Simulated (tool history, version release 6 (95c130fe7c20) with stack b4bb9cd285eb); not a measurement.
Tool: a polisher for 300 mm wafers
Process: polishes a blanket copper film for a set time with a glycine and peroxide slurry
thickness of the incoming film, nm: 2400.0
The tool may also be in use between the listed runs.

run,hour,flow of slurry (ml/min),pressure of the wafer on the pad (kPa),speed of the pad under the wafer (cm/s),polishing time (s),film removed (Å)
1,0,310,15.9,94,48,2179.7
2,5.8,310,15.9,94,48,2216.4
3,14.6,310,13.8,90,48,1937.8
4,17.5,310,11.7,88,48,1724.9
5,20.6,310,10.3,86,48,1581.9
6,28,310,9.7,86,48,1514

Forecast run 7:
7,35.7,310,9.7,86,48,?

film removed (Å): 1552
